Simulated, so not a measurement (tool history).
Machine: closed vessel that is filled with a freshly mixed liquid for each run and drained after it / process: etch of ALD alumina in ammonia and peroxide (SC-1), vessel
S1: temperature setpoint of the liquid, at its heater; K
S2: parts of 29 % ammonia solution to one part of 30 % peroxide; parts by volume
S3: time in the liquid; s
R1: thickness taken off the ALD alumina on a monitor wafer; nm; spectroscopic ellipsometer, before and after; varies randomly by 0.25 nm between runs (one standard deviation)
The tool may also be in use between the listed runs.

| run | hour | S1 | S2 | S3 | R1 |
|---|---|---|---|---|---|
| 1 | 0.0 | 321.15 | 0.70 | 320 | 17.090 |
| 2 | 2.6 | 323.65 | 0.70 | 320 | 19.746 |
| 3 | 3.6 | 323.65 | 0.70 | 340 | 20.687 |
| 4 | 12.2 | 323.65 | 0.55 | 340 | 20.214 |
| 5 | 15.3 | 330.15 | 0.55 | 340 | 28.642 |
| 6 | 20.6 | 330.15 | 0.55 | 340 | 28.905 |
| 7 | 27.9 | 329.15 | 0.55 | 340 | 27.151 |

The next listed run, before its measurement:
| 8 | 28.6 | 328.65 | 0.55 | 340 | ? |

{"run 8": {"R1": 26.157}}
